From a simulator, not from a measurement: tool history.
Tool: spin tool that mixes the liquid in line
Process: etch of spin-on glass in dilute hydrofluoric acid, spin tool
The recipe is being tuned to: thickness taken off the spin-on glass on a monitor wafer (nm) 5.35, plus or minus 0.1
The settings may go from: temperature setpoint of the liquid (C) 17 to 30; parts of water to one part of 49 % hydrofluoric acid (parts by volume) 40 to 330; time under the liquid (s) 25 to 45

| run | hour | temperature setpoint of the liquid (C) | parts of water to one part of 49 % hydrofluoric acid (parts by volume) | time under the liquid (s) | thickness taken off the spin-on glass on a monitor wafer (nm) |
|---|---|---|---|---|---|
| 1 | 0 | 22 | 185 | 45 | 10.131 |
| 2 | 4.3 | 22 | 215 | 45 | 8.5206 |
| 3 | 8.8 | 21.5 | 220 | 45 | 8.1259 |
| 4 | 11.8 | 21 | 225 | 45 | 7.737 |
| 5 | 17.1 | 19.5 | 225 | 45 | 7.3679 |
| 6 | 18.5 | 19.5 | 225 | 25 | 4.0803 |
| 7 | 22.4 | 20.5 | 225 | 25 | 4.234 |
| 8 | 25.1 | 21 | 225 | 25 | 4.3223 |
|  | 28.3 | hydrofluoric acid flow meter replaced |
| 9 | 28.3 | 21 | 225 | 25 | 3.8687 |
| 10 | 35.3 | 21 | 220 | 25 | 3.9984 |

Which of these 5 next moves meets every target?
| A | 42.3 | 17 | 170 | 30 | ? |
| B | 42.3 | 17.5 | 245 | 40 | ? |
| C | 42.3 | 17.5 | 220 | 40 | ? |
| D | 42.3 | 20.5 | 225 | 35 | ? |
| E | 42.3 | 23 | 260 | 40 | ? |

| move | thickness taken off the spin-on glass on a monitor wafer (nm) |
|---|---|
| A | 5.5727 |
| B | 4.9103 |
| C | 5.5922 |
| D | 5.3458 |
| E | 5.6033 |
A: takes the biggest miss from the last run beyond its target
B: better than the last run, though not everything is in spec
C: takes the biggest miss from the last run beyond its target
D: all results in spec
E: takes the biggest miss from the last run beyond its target
Correct choice: D, which meets every target
